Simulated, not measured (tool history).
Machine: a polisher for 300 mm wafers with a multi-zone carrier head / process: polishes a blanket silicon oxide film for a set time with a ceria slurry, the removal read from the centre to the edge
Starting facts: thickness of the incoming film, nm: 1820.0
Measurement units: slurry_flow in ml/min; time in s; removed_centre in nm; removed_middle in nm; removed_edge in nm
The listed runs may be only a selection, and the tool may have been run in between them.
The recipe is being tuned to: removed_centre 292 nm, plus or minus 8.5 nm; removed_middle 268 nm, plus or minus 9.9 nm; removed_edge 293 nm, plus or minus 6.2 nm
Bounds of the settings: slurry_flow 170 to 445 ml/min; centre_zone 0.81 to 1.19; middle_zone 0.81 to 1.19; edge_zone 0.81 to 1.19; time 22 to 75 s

run 1 hour=0 | slurry_flow=285 centre_zone=1 middle_zone=1 edge_zone=1 time=48 | removed_centre=197.23 removed_middle=201.34 removed_edge=198.57
run 2 hour=7.4 | slurry_flow=290 centre_zone=1.02 middle_zone=1 edge_zone=1.04 time=51 | removed_centre=211.93 removed_middle=213.48 removed_edge=214.78
run 3 hour=13.6 | slurry_flow=295 centre_zone=1.04 middle_zone=0.99 edge_zone=1.07 time=54 | removed_centre=231.88 removed_middle=223.63 removed_edge=229.59
run 4 hour=19 | slurry_flow=300 centre_zone=1.04 middle_zone=0.99 edge_zone=1.09 time=56 | removed_centre=239.17 removed_middle=230.9 removed_edge=239.13
run 5 hour=22.1 | slurry_flow=270 centre_zone=1.04 middle_zone=0.99 edge_zone=1.09 time=56 | removed_centre=242.03 removed_middle=227.88 removed_edge=237.75
-- hour=28.8 worn pad replaced by a new one
run 6 hour=28.8 | slurry_flow=270 centre_zone=1.11 middle_zone=0.99 edge_zone=1.09 time=56 | removed_centre=272.97 removed_middle=255.6 removed_edge=262.2
run 7 hour=34.8 | slurry_flow=270 centre_zone=1.11 middle_zone=0.99 edge_zone=1.11 time=57 | removed_centre=285.6 removed_middle=256.95 removed_edge=268.48
run 8 hour=39.7 | slurry_flow=290 centre_zone=1.1 middle_zone=0.99 edge_zone=1.13 time=59 | removed_centre=289.49 removed_middle=265.96 removed_edge=281.79
run 9 hour=44.8 | slurry_flow=300 centre_zone=1.1 middle_zone=0.99 edge_zone=1.14 time=59 | removed_centre=288.78 removed_middle=269.3 removed_edge=283.49
run 10 hour=51.6 | slurry_flow=305 centre_zone=1.1 middle_zone=0.98 edge_zone=1.15 time=59 | removed_centre=293.85 removed_middle=263.21 removed_edge=284.19
run 11 hour=56 | slurry_flow=315 centre_zone=1.09 middle_zone=0.98 edge_zone=1.16 time=59 | removed_centre=294.84 removed_middle=267.81 removed_edge=285.42

5 next moves are on the table. One of them brings every result within its allowed miss. Which?
run A hour=60.4 | slurry_flow=435 centre_zone=1.01 middle_zone=1.06 edge_zone=1.09 time=58 | removed_centre=? removed_middle=? removed_edge=?
run B hour=60.4 | slurry_flow=340 centre_zone=1.02 middle_zone=1.15 edge_zone=1.16 time=57 | removed_centre=? removed_middle=? removed_edge=?
run C hour=60.4 | slurry_flow=360 centre_zone=1.06 middle_zone=0.96 edge_zone=1.17 time=60 | removed_centre=? removed_middle=? removed_edge=?
run D hour=60.4 | slurry_flow=390 centre_zone=1.12 middle_zone=1.02 edge_zone=1.11 time=57 | removed_centre=? removed_middle=? removed_edge=?
run E hour=60.4 | slurry_flow=315 centre_zone=1.06 middle_zone=1.12 edge_zone=1.19 time=57 | removed_centre=? removed_middle=? removed_edge=?

move=A removed_centre=273.3 removed_middle=291.9 removed_edge=277.42
move=B removed_centre=265.9 removed_middle=302.28 removed_edge=275.91
move=C removed_centre=290.25 removed_middle=274.01 removed_edge=293.22
move=D removed_centre=291.09 removed_middle=275.49 removed_edge=273.33
move=E removed_centre=272.91 removed_middle=293.63 removed_edge=277.82
A: the biggest miss grows against the last run
B: the biggest miss grows against the last run
C: in spec on every target
D: the biggest miss grows against the last run
E: the biggest miss grows against the last run
Answer: C
